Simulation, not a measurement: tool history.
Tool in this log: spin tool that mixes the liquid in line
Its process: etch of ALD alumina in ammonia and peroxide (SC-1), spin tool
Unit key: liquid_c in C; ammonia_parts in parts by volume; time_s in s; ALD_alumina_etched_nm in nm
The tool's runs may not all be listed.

run  hour  liquid_c  ammonia_parts  time_s  ALD_alumina_etched_nm
  1   0.0      61.0           0.90     300                 21.597
  2   6.9      61.0           0.75     300                 21.452
  3  10.5      61.0           0.75     320                 22.728
  4  16.1      60.0           0.75     320                 21.595
  5  21.4      59.0           0.75     320                 20.563
  6  29.2      59.0           0.75     300                 19.132
  7  37.3      58.5           0.75     300                 18.753

Predict the results of run 8:
  8  45.4      58.0           0.75     300                      ?

ALD_alumina_etched_nm: 18.264 nm

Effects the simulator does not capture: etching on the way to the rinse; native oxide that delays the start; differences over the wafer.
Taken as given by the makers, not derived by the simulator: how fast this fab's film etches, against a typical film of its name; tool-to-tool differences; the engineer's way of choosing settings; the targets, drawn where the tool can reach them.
